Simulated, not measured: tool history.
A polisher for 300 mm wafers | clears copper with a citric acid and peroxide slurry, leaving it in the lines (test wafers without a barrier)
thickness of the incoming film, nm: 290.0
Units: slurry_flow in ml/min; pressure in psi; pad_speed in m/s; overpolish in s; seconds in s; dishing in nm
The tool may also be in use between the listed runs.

run    day  slurry_flow  pressure  pad_speed  slurry_solids  overpolish  seconds  dishing
  1      0          270       2.4       1.22              1          19   122.96   32.223
  2  0.121          270       2.4       1.22            1.1          19   119.55   32.079
  3  0.396          270       2.4       1.22              1          19   123.68   31.654
  4  0.438          270       2.4       1.22              1          14   122.43   23.618
  5  0.654          270       2.2       1.22              1          14   134.02   21.975
  6  0.788          265       2.3       1.22           0.95          16   131.09   25.941
  7   0.95          215       2.9        1.2            0.7          24   113.61   41.302
  8  1.012          220       2.9        1.2            0.7          24   112.75   41.626
  9  1.121          225       2.9        1.2            0.7          24   112.58   41.962
 10  1.429          235       2.9        1.2            0.7          24   113.25   40.882
 11  1.504          235       2.9        1.2            0.7          25   111.53   42.948
 12  1.658          235       2.9        1.2            0.7          25   114.01   43.677

Run 13 comes next. What will it give?
 13  1.717          235         3        1.2            0.7          25        ?        ?

seconds: 108.06 s
dishing: 44.059 nm

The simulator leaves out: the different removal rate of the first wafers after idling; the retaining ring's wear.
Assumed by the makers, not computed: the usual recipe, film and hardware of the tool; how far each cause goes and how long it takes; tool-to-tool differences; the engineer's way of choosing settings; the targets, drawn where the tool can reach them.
